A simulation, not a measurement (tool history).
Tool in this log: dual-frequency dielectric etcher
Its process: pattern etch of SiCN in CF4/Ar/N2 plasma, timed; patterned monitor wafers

run  hour  source power (W)  bias power (W)  Ar flow (sccm)  CF4 flow (sccm)  etch time (s)  mean etch depth across the wafer (nm)
  1   0.0               320              61             100               80          210.5                                 135.52
  2   7.1               350              62             100               80          210.5                                 145.88
  3   7.8               380              63             100               80          210.5                                 158.14
  4   8.9               400              63             100               80          210.5                                 164.75
  5  14.3               410              63             100               80          210.5                                 167.93
  6  16.5               410              57             100               80          210.5                                 159.81
  7  25.1               420              58              99               80          210.5                                 165.02

Run 8 has not been measured yet. What should we expect?
  8  33.4               430              59              99               80          210.5                                      ?

mean etch depth across the wafer (nm): 169.44
